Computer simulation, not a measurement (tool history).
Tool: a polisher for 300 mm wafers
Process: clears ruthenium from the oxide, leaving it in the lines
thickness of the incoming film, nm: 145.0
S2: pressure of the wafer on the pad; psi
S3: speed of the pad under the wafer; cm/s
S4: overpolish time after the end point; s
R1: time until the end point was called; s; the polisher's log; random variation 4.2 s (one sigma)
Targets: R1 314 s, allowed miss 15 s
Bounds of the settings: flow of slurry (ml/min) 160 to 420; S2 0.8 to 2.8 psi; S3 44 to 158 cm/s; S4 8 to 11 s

run 1 hour=0 | flow_of_slurry_(ml/min)=270 S2=1.8 S3=100 S4=11 | R1=160.62
run 2 hour=3.5 | flow_of_slurry_(ml/min)=270 S2=1.7 S3=98 S4=11 | R1=168.42
run 3 hour=7.4 | flow_of_slurry_(ml/min)=240 S2=1.7 S3=98 S4=11 | R1=171.17
run 4 hour=16.1 | flow_of_slurry_(ml/min)=240 S2=1.7 S3=98 S4=11 | R1=168.17
run 5 hour=22.2 | flow_of_slurry_(ml/min)=240 S2=1.6 S3=94 S4=11 | R1=189.47
run 6 hour=28.4 | flow_of_slurry_(ml/min)=240 S2=1.6 S3=118 S4=11 | R1=150.25
run 7 hour=32.9 | flow_of_slurry_(ml/min)=240 S2=1.5 S3=114 S4=11 | R1=163.32
run 8 hour=38.2 | flow_of_slurry_(ml/min)=240 S2=1.4 S3=110 S4=11 | R1=175.84
run 9 hour=45.6 | flow_of_slurry_(ml/min)=240 S2=1.3 S3=106 S4=11 | R1=195.7
run 10 hour=51.5 | flow_of_slurry_(ml/min)=240 S2=1.2 S3=102 S4=11 | R1=214.33
run 11 hour=56.5 | flow_of_slurry_(ml/min)=240 S2=1.1 S3=100 S4=11 | R1=239.11
run 12 hour=61.8 | flow_of_slurry_(ml/min)=240 S2=1.1 S3=98 S4=11 | R1=249.29
run 13 hour=62.7 | flow_of_slurry_(ml/min)=240 S2=0.8 S3=90 S4=11 | R1=337.7

Which of these 5 next moves meets every target?
run A hour=63.6 | flow_of_slurry_(ml/min)=235 S2=0.8 S3=86 S4=8 | R1=?
run B hour=63.6 | flow_of_slurry_(ml/min)=255 S2=0.8 S3=78 S4=9 | R1=?
run C hour=63.6 | flow_of_slurry_(ml/min)=355 S2=0.8 S3=82 S4=11 | R1=?
run D hour=63.6 | flow_of_slurry_(ml/min)=265 S2=0.8 S3=86 S4=8 | R1=?
run E hour=63.6 | flow_of_slurry_(ml/min)=215 S2=1.1 S3=76 S4=8 | R1=?

move=A R1=351.15
move=B R1=383.9
move=C R1=358.92
move=D R1=348.63
move=E R1=311.59
A: further off than the last run
B: further off than the last run
C: further off than the last run
D: further off than the last run
E: meets every target
Move E is the one to make.
